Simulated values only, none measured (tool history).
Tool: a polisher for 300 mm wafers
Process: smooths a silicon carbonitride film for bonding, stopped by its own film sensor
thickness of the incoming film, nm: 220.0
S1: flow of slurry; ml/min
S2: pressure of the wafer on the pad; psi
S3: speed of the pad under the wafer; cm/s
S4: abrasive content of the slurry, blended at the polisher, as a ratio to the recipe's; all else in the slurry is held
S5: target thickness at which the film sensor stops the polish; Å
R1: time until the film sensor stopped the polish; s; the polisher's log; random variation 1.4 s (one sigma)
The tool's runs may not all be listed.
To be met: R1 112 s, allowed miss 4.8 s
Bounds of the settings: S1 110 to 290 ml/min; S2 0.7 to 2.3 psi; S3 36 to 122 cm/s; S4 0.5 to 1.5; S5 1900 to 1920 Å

Run 1, hour 0: S1 185 ml/min, S2 1.5 psi, S3 78 cm/s, S4 1, S5 1920 Å. Result: R1 168.52 s.
Run 2, hour 7.5: S1 185 ml/min, S2 1.3 psi, S3 78 cm/s, S4 1, S5 1920 Å. Result: R1 187.14 s.
Run 3, hour 8.1: S1 185 ml/min, S2 1.5 psi, S3 78 cm/s, S4 1, S5 1920 Å. Result: R1 165.86 s.
Run 4, hour 16.9: S1 185 ml/min, S2 1.6 psi, S3 78 cm/s, S4 1, S5 1920 Å. Result: R1 158.6 s.
Run 5, hour 20.5: S1 185 ml/min, S2 1.6 psi, S3 78 cm/s, S4 0.85, S5 1920 Å. Result: R1 178.45 s.
Run 6, hour 29: S1 185 ml/min, S2 1.6 psi, S3 78 cm/s, S4 1, S5 1920 Å. Result: R1 161.96 s.
At hour 35.1: slurry nozzle cleaned.
Run 7, hour 35.1: S1 185 ml/min, S2 1.7 psi, S3 78 cm/s, S4 1, S5 1920 Å. Result: R1 149.84 s.
Run 8, hour 37.9: S1 185 ml/min, S2 1.8 psi, S3 78 cm/s, S4 1, S5 1920 Å. Result: R1 144.91 s.
Run 9, hour 40.3: S1 185 ml/min, S2 1.9 psi, S3 78 cm/s, S4 1, S5 1920 Å. Result: R1 136.77 s.
Run 10, hour 46.1: S1 185 ml/min, S2 2 psi, S3 78 cm/s, S4 1, S5 1920 Å. Result: R1 134.09 s.
Run 11, hour 50.9: S1 185 ml/min, S2 2.1 psi, S3 78 cm/s, S4 1, S5 1920 Å. Result: R1 129.23 s.
Run 12, hour 58.3: S1 185 ml/min, S2 2.1 psi, S3 80 cm/s, S4 1, S5 1920 Å. Result: R1 125.54 s.
Run 13, hour 62.8: S1 190 ml/min, S2 2.2 psi, S3 82 cm/s, S4 1, S5 1920 Å. Result: R1 117.92 s.

Which of these 5 next moves meets every target?
Run A, hour 67.3: S1 170 ml/min, S2 2 psi, S3 74 cm/s, S4 1.2, S5 1920 Å. Result: R1 ?.
Run B, hour 67.3: S1 230 ml/min, S2 2.3 psi, S3 74 cm/s, S4 1, S5 1910 Å. Result: R1 ?.
Run C, hour 67.3: S1 170 ml/min, S2 2.3 psi, S3 76 cm/s, S4 1, S5 1920 Å. Result: R1 ?.
Run D, hour 67.3: S1 155 ml/min, S2 2.3 psi, S3 94 cm/s, S4 1.05, S5 1900 Å. Result: R1 ?.
Run E, hour 67.3: S1 195 ml/min, S2 2.3 psi, S3 84 cm/s, S4 0.85, S5 1910 Å. Result: R1 ?.

move      R1
   A  128.92
   B  128.35
   C  124.85
   D  111.24
   E  128.19
A: further off than the last run
B: further off than the last run
C: further off than the last run
D: meets every target
E: further off than the last run
Move D is the one to make.
